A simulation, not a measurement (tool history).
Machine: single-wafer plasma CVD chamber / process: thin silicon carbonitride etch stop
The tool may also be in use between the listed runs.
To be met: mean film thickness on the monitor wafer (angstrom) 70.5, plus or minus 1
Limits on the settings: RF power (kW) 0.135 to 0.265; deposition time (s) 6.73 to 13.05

run,hour,RF power (kW),deposition time (s),mean film thickness on the monitor wafer (angstrom)
1,0,0.2,9.89,55.277
2,6.5,0.205,10.09,56.322
3,14,0.18,10.09,54.439
4,20.7,0.18,9.32,50.273
5,22.8,0.19,9.59,52.716
6,25.4,0.205,9.59,53.927
7,31.6,0.21,9.82,55.441
8,36.5,0.215,10.04,57.139
9,41.3,0.22,10.22,58.572
10,48.3,0.225,10.38,59.71
11,48.9,0.23,10.54,61.046
12,50,0.235,10.68,62.544

Which single option among these 4 for the next run brings every result within its allowed miss of target? Just one does.
A,51.1,0.24,8.79,?
B,51.1,0.235,12.09,?
C,51.1,0.23,10.04,?
D,51.1,0.245,11.31,?

move,mean film thickness on the monitor wafer (angstrom)
A,51.411
B,70.323
C,58.072
D,66.508
A: further off than the last run
B: every result lands within tolerance
C: further off than the last run
D: moves toward the targets from the last run without getting all of them in spec
Answer: B
